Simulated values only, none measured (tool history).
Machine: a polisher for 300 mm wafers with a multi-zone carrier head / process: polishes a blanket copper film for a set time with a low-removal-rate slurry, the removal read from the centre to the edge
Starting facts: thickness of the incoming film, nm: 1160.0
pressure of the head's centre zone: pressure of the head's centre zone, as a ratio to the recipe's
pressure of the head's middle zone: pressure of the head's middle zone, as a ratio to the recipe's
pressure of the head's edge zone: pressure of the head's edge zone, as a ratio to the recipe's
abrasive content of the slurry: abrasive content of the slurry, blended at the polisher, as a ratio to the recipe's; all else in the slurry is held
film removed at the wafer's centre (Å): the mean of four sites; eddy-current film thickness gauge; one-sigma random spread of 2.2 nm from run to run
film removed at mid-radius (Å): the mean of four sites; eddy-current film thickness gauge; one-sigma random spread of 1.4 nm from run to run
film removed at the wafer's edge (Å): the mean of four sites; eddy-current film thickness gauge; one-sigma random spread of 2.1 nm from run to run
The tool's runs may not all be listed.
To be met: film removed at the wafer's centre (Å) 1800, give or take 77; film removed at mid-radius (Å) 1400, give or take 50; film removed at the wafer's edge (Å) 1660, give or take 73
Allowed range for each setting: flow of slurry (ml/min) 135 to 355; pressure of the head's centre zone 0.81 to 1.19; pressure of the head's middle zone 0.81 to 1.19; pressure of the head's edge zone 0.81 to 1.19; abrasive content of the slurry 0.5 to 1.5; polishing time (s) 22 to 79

| run | day | flow of slurry (ml/min) | pressure of the head's centre zone | pressure of the head's middle zone | pressure of the head's edge zone | abrasive content of the slurry | polishing time (s) | film removed at the wafer's centre (Å) | film removed at mid-radius (Å) | film removed at the wafer's edge (Å) |
|---|---|---|---|---|---|---|---|---|---|---|
| 1 | 0 | 225 | 1 | 1 | 1 | 1 | 50 | 2186.4 | 2070.5 | 2090.2 |
| 2 | 0.258 | 225 | 1.07 | 1 | 1 | 1 | 50 | 2310 | 2050.2 | 2098.3 |
| 3 | 0.292 | 225 | 1.07 | 1 | 1 | 1.2 | 50 | 2396.8 | 2145.7 | 2150.6 |
| 4 | 0.592 | 225 | 1.03 | 1 | 1 | 1.2 | 50 | 2312.8 | 2139.9 | 2200.3 |
| 5 | 0.671 | 220 | 1.03 | 0.96 | 1 | 1.1 | 48 | 2098 | 1919.3 | 2059.4 |
| 6 | 0.767 | 220 | 1.05 | 0.93 | 0.98 | 1 | 47 | 2059.5 | 1801.5 | 1941.3 |
| 7 | 1.092 | 215 | 1.06 | 0.9 | 0.97 | 0.9 | 46 | 2057.8 | 1670.5 | 1849.8 |
| 8 | 1.167 | 210 | 1.05 | 0.88 | 0.96 | 0.85 | 46 | 1985.3 | 1650.3 | 1830.3 |
| 9 | 1.442 | 205 | 1.05 | 0.86 | 0.96 | 0.8 | 45 | 1888.1 | 1568.9 | 1729.7 |

Of the 4 settings listed for the next run, only one would bring every result within its allowed miss of target. Which one?
| A | 1.717 | 255 | 1.06 | 0.85 | 0.97 | 0.7 | 45 | ? | ? | ? |
| B | 1.717 | 165 | 1.06 | 0.93 | 0.96 | 0.75 | 44 | ? | ? | ? |
| C | 1.717 | 210 | 1.05 | 0.91 | 0.96 | 0.9 | 41 | ? | ? | ? |
| D | 1.717 | 265 | 1.09 | 0.85 | 1.05 | 1.05 | 38 | ? | ? | ? |

| move | film removed at the wafer's centre (Å) | film removed at mid-radius (Å) | film removed at the wafer's edge (Å) |
|---|---|---|---|
| A | 1911.8 | 1530.8 | 1785.3 |
| B | 1751.8 | 1522.3 | 1668.1 |
| C | 1758.3 | 1505.7 | 1661.3 |
| D | 1796.2 | 1402.5 | 1698.4 |
A: moves toward the targets from the last run without getting all of them in spec
B: moves toward the targets from the last run without getting all of them in spec
C: moves toward the targets from the last run without getting all of them in spec
D: all results in spec
D meets every target.
